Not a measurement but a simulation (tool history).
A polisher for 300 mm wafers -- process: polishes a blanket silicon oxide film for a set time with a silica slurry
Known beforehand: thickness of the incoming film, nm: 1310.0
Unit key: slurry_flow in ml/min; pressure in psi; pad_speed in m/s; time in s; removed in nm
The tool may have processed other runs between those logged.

Run 1, hour 0: slurry_flow 280 ml/min, pressure 4.6 psi, pad_speed 1.28 m/s, slurry_solids 1, time 103 s. Result: removed 357.94 nm.
Run 2, hour 2.1: slurry_flow 280 ml/min, pressure 5.4 psi, pad_speed 1.28 m/s, slurry_solids 1, time 103 s. Result: removed 404.99 nm.
Run 3, hour 8.2: slurry_flow 280 ml/min, pressure 5.4 psi, pad_speed 1 m/s, slurry_solids 1, time 103 s. Result: removed 352.45 nm.
Run 4, hour 13.8: slurry_flow 280 ml/min, pressure 4.3 psi, pad_speed 1 m/s, slurry_solids 1, time 103 s. Result: removed 288.96 nm.
Run 5, hour 20: slurry_flow 280 ml/min, pressure 4.7 psi, pad_speed 1.08 m/s, slurry_solids 1, time 103 s. Result: removed 326.45 nm.
Run 6, hour 21.4: slurry_flow 280 ml/min, pressure 5 psi, pad_speed 1.16 m/s, slurry_solids 1, time 103 s. Result: removed 360.2 nm.
Run 7, hour 22.4: slurry_flow 280 ml/min, pressure 5.3 psi, pad_speed 1.22 m/s, slurry_solids 1, time 103 s. Result: removed 392.43 nm.
Run 8, hour 25.4: slurry_flow 280 ml/min, pressure 5.5 psi, pad_speed 1.26 m/s, slurry_solids 1, time 103 s. Result: removed 415.01 nm.

For run 9, what comes out?
Run 9, hour 26: slurry_flow 280 ml/min, pressure 6.8 psi, pad_speed 1.54 m/s, slurry_solids 1.05, time 104 s. Result: removed ?.

removed: 581.34 nm
